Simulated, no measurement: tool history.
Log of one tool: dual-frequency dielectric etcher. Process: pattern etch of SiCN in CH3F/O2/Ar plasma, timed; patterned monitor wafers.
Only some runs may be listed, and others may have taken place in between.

run	hour	source power (W)	bias power (W)	etch time (s)	mean etch depth across the wafer (angstrom)
1	0	360	68	123	419.13
2	4.1	320	60	123	372.83
3	5.3	290	55	123	337.97
4	6.1	290	55	128.5	353.07
5	12.1	270	51	128.5	325.83
6	16.7	260	50	128.5	314.85
7	17.4	250	49	128.5	302.94

Expected results for the next run?
8	23.2	240	49	128.5	?

mean etch depth across the wafer (angstrom): 292.46

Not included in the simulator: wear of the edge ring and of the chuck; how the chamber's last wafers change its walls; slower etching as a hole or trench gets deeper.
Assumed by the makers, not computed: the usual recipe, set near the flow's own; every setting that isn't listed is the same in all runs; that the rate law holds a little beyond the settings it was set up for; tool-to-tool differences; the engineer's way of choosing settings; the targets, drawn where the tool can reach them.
